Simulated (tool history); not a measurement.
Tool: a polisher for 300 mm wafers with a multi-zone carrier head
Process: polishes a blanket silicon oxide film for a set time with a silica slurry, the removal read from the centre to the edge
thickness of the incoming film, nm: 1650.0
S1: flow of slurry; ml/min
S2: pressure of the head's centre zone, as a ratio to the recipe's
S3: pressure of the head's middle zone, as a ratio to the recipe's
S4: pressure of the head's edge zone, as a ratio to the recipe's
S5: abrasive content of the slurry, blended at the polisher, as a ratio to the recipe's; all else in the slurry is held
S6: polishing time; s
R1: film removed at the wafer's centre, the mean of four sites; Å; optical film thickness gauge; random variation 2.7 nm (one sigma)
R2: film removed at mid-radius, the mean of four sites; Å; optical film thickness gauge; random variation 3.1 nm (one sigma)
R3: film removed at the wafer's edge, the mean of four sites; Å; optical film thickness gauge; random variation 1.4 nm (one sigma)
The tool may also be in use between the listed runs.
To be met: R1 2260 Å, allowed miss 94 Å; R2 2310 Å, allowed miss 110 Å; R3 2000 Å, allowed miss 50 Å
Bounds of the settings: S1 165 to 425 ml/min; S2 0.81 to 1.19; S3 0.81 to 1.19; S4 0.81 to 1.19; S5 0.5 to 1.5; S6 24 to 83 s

| run | hour | S1 | S2 | S3 | S4 | S5 | S6 | R1 | R2 | R3 |
|---|---|---|---|---|---|---|---|---|---|---|
| 1 | 0 | 275 | 1 | 1 | 1 | 1 | 53 | 2260.9 | 2214.2 | 2225 |
| 2 | 3 | 275 | 1 | 1 | 1.04 | 1 | 53 | 2261.6 | 2284.7 | 2298.7 |
| 3 | 9.2 | 275 | 1 | 1 | 1.04 | 1 | 65 | 2785.9 | 2763.6 | 2818.6 |
| 4 | 10 | 275 | 1 | 1 | 1.09 | 1 | 65 | 2837.7 | 2754.6 | 2914 |
| 5 | 16 | 275 | 1.02 | 1.02 | 1.01 | 0.85 | 65 | 2579.7 | 2559.7 | 2548.2 |
| 6 | 16.6 | 275 | 1.02 | 1.02 | 1.01 | 0.95 | 65 | 2736 | 2704.7 | 2706.7 |
| 7 | 22.8 | 280 | 1.04 | 1.05 | 0.95 | 0.85 | 65 | 2651.1 | 2552.1 | 2448.9 |
| 8 | 25.8 | 275 | 1.03 | 1.07 | 0.9 | 0.8 | 65 | 2538.7 | 2522.3 | 2338.2 |
| 9 | 29.3 | 275 | 1.03 | 1.09 | 0.87 | 0.75 | 65 | 2466.4 | 2413.7 | 2183.1 |
| 10 | 33.7 | 270 | 1.02 | 1.1 | 0.85 | 0.75 | 65 | 2397.7 | 2425.9 | 2141 |
| 11 | 42.4 | 260 | 1.02 | 1.1 | 0.84 | 0.75 | 65 | 2370.2 | 2437.1 | 2150.3 |
| 12 | 47.3 | 260 | 1.02 | 1.1 | 0.84 | 0.75 | 65 | 2418.8 | 2406.6 | 2135.3 |
| 13 | 53.7 | 260 | 1.02 | 1.1 | 0.84 | 0.75 | 65 | 2417.2 | 2465.5 | 2156.2 |
| 14 | 59 | 240 | 1.01 | 1.09 | 0.81 | 0.6 | 65 | 1951.7 | 2041.5 | 1752.9 |
| 15 | 64.9 | 275 | 1.01 | 1.1 | 0.82 | 0.6 | 65 | 2008.5 | 2042.1 | 1762.3 |
| 16 | 67.3 | 260 | 1.03 | 1.12 | 0.86 | 0.6 | 65 | 2013.1 | 2034.5 | 1832.4 |
| 17 | 68.9 | 275 | 1.03 | 1.14 | 0.85 | 0.6 | 65 | 2033 | 2143.5 | 1837.9 |
| 18 | 76 | 285 | 1.06 | 1.16 | 0.87 | 0.6 | 65 | 2108 | 2089.1 | 1836.5 |

5 next moves are on the table. One of them brings every result within its allowed miss. Which?
| A | 83.1 | 305 | 1.08 | 1.14 | 0.96 | 0.6 | 72 | ? | ? | ? |
| B | 83.1 | 165 | 1.19 | 1.04 | 1 | 0.7 | 66 | ? | ? | ? |
| C | 83.1 | 280 | 1.04 | 1.11 | 0.93 | 0.75 | 61 | ? | ? | ? |
| D | 83.1 | 235 | 1.09 | 1.19 | 0.92 | 0.6 | 70 | ? | ? | ? |
| E | 83.1 | 320 | 0.97 | 1.01 | 1.06 | 0.55 | 74 | ? | ? | ? |

| move | R1 | R2 | R3 |
|---|---|---|---|
| A | 2335.6 | 2361.2 | 2156 |
| B | 2374.8 | 2142.6 | 2145.2 |
| C | 2261.1 | 2316.5 | 2119.9 |
| D | 2216.4 | 2287.5 | 2010.3 |
| E | 2069.5 | 2113.1 | 2164.7 |
A: takes the result that was furthest off past its target
B: takes the result that was furthest off past its target
C: takes the result that was furthest off past its target
D: meets every target
E: takes the result that was furthest off past its target
Move D is the one to make.
